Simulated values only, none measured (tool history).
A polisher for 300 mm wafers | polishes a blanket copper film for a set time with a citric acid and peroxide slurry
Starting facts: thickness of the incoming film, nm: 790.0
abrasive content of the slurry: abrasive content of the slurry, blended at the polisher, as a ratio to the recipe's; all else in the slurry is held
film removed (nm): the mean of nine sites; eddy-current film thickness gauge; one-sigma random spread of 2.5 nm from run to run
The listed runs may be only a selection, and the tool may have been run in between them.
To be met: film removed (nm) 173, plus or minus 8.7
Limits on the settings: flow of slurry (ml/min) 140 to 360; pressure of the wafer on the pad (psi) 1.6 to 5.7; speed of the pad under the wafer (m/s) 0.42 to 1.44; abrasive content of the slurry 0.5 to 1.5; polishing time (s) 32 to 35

run  hour  flow of slurry (ml/min)  pressure of the wafer on the pad (psi)  speed of the pad under the wafer (m/s)  abrasive content of the slurry  polishing time (s)  film removed (nm)
  1     0                      230                                     3.6                                    0.92                               1                  35             91.716
  2   2.2                      230                                     3.9                                    0.94                               1                  35              100.8
  3   5.1                      230                                     4.2                                    0.96                               1                  35             110.89
  4   7.1                      230                                     4.9                                    0.96                               1                  35             132.86
  5   9.9                      230                                       5                                    0.96                               1                  35             132.42
  6  11.7                      230                                     4.5                                    0.96                               1                  35             121.05
  7  12.6                      230                                     4.7                                    0.96                               1                  35             125.08
  8  14.5                      230                                     4.9                                    0.98                               1                  35              134.6
  9  20.2                      230                                       5                                    0.98                               1                  35             138.21
 10  22.3                      230                                     5.1                                    0.98                               1                  35             139.26
 11    26                      230                                     5.1                                    0.98                               1                  35             135.52
 12  29.1                      230                                     5.2                                       1                               1                  35             141.42
 13  31.5                      230                                     5.3                                    1.02                               1                  35             146.34

Which single option among these 4 for the next run brings every result within its allowed miss of target? Just one does.
  A  33.9                      275                                     5.1                                     1.2                             1.2                  34                  ?
  B  33.9                      220                                     4.8                                       1                             1.2                  32                  ?
  C  33.9                      260                                     5.3                                    0.82                            0.95                  35                  ?
  D  33.9                      305                                     5.5                                     1.2                             1.2                  35                  ?

move  film removed (nm)
   A             172.49
   B             125.45
   C             120.33
   D             192.87
A: hits every target within its allowed miss
B: misses by more than the last run did
C: misses by more than the last run did
D: the result that was furthest off in the last run now lies on the other side of its target
The right move is A.
